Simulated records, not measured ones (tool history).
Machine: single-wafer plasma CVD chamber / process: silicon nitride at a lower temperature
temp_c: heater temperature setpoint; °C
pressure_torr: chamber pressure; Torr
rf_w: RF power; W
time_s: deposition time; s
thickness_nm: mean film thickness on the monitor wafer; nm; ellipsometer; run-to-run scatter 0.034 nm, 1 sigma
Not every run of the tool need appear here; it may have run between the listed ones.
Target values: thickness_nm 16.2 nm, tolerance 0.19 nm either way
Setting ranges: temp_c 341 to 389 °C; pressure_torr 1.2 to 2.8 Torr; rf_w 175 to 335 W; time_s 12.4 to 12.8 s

Run 1, hour 0: temp_c 365 °C, pressure_torr 2 Torr, rf_w 255 W, time_s 12.4 s. Result: thickness_nm 13.312 nm.
Run 2, hour 5.3: temp_c 365 °C, pressure_torr 2 Torr, rf_w 220 W, time_s 12.4 s. Result: thickness_nm 11.618 nm.
Run 3, hour 8.2: temp_c 365 °C, pressure_torr 2.2 Torr, rf_w 235 W, time_s 12.4 s. Result: thickness_nm 12.706 nm.
Run 4, hour 13.8: temp_c 365 °C, pressure_torr 2.35 Torr, rf_w 245 W, time_s 12.4 s. Result: thickness_nm 13.413 nm.
Run 5, hour 21.1: temp_c 365 °C, pressure_torr 2.46 Torr, rf_w 255 W, time_s 12.4 s. Result: thickness_nm 14.027 nm.
Run 6, hour 21.7: temp_c 365 °C, pressure_torr 2.46 Torr, rf_w 255 W, time_s 12.4 s. Result: thickness_nm 14.001 nm.
Run 7, hour 22.4: temp_c 365 °C, pressure_torr 2.54 Torr, rf_w 265 W, time_s 12.4 s. Result: thickness_nm 14.583 nm.
Run 8, hour 24.1: temp_c 365 °C, pressure_torr 2.6 Torr, rf_w 270 W, time_s 12.4 s. Result: thickness_nm 14.891 nm.
Run 9, hour 24.9: temp_c 365 °C, pressure_torr 2.65 Torr, rf_w 275 W, time_s 12.4 s. Result: thickness_nm 15.185 nm.
Run 10, hour 32.6: temp_c 365 °C, pressure_torr 2.69 Torr, rf_w 280 W, time_s 12.4 s. Result: thickness_nm 15.431 nm.

Exercise: of the 4 proposed moves below, exactly one satisfies all targets within the stated allowed misses. Which move is it?
Run A, hour 40.3: temp_c 376 °C, pressure_torr 2.66 Torr, rf_w 285 W, time_s 12.6 s. Result: thickness_nm ?.
Run B, hour 40.3: temp_c 378 °C, pressure_torr 2.13 Torr, rf_w 305 W, time_s 12.8 s. Result: thickness_nm ?.
Run C, hour 40.3: temp_c 361 °C, pressure_torr 2.6 Torr, rf_w 285 W, time_s 12.4 s. Result: thickness_nm ?.
Run D, hour 40.3: temp_c 358 °C, pressure_torr 2.36 Torr, rf_w 255 W, time_s 12.8 s. Result: thickness_nm ?.

move  thickness_nm
   A        15.845
   B        16.161
   C        15.607
   D         14.35
A: closes in on the targets versus the last run, not all within tolerance yet
B: all results in spec
C: closes in on the targets versus the last run, not all within tolerance yet
D: lands further from the targets than the last run did
The move that meets every target is B.
